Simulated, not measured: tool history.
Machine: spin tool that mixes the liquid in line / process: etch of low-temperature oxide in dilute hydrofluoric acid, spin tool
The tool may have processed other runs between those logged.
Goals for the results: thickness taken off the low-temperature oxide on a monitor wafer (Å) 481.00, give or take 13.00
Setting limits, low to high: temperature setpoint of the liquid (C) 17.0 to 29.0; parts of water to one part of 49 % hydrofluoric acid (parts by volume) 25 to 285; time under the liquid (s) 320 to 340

run	hour	temperature setpoint of the liquid (C)	parts of water to one part of 49 % hydrofluoric acid (parts by volume)	time under the liquid (s)	thickness taken off the low-temperature oxide on a monitor wafer (Å)
1	0.0	21.0	155	320	652.53
2	5.8	24.0	155	320	731.74
3	6.4	21.0	155	320	649.35
4	7.4	22.5	155	320	697.08
5	11.3	25.5	155	320	793.57
6	12.0	23.0	155	320	712.89
7	14.5	22.0	160	320	666.93
8	19.1	21.0	165	320	613.51

Below are 4 possible settings for the next run. Only one of them brings all results inside the allowed miss of their targets. Which is it?
A	23.7	19.5	200	320	?
B	23.7	20.0	125	340	?
C	23.7	20.5	215	325	?
D	23.7	20.5	210	340	?

move	thickness taken off the low-temperature oxide on a monitor wafer (Å)
A	461.01
B	862.97
C	446.06
D	480.10
A: takes the result that was furthest off past its target
B: its largest miss is bigger than the last run's
C: takes the result that was furthest off past its target
D: meets every target
Move D is the one to make.

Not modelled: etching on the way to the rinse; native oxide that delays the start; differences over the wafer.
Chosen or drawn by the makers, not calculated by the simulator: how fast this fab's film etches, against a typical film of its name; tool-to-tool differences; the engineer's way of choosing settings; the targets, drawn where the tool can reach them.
